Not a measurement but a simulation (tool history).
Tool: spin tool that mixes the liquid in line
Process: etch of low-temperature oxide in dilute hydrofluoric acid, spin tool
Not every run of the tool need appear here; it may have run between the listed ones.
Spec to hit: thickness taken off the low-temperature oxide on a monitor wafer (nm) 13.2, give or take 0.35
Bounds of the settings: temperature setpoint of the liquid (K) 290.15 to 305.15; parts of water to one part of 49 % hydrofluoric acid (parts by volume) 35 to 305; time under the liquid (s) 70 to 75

run,hour,temperature setpoint of the liquid (K),parts of water to one part of 49 % hydrofluoric acid (parts by volume),time under the liquid (s),thickness taken off the low-temperature oxide on a monitor wafer (nm)
1,0,297.15,170,70,7.3468
2,1.6,298.65,160,70,8.2712
3,4.7,299.65,155,70,8.9124
4,5.9,299.65,155,75,9.6518
5,14,300.65,150,75,10.22
6,20.7,301.15,145,75,10.956
7,26,301.65,145,75,11.202
8,31.4,302.15,145,75,11.4

Below are 4 possible settings for the next run. Only one of them brings all results inside the allowed miss of their targets. Which is it?
A,36.8,302.15,115,70,?
B,36.8,301.65,150,70,?
C,36.8,300.65,115,70,?
D,36.8,298.15,105,75,?

move,thickness taken off the low-temperature oxide on a monitor wafer (nm)
A,13.946
B,10.027
C,13.181
D,14.228
A: carries the result that was furthest off beyond its target, to the other side
B: further off than the last run
C: in spec on every target
D: carries the result that was furthest off beyond its target, to the other side
The right move is C.

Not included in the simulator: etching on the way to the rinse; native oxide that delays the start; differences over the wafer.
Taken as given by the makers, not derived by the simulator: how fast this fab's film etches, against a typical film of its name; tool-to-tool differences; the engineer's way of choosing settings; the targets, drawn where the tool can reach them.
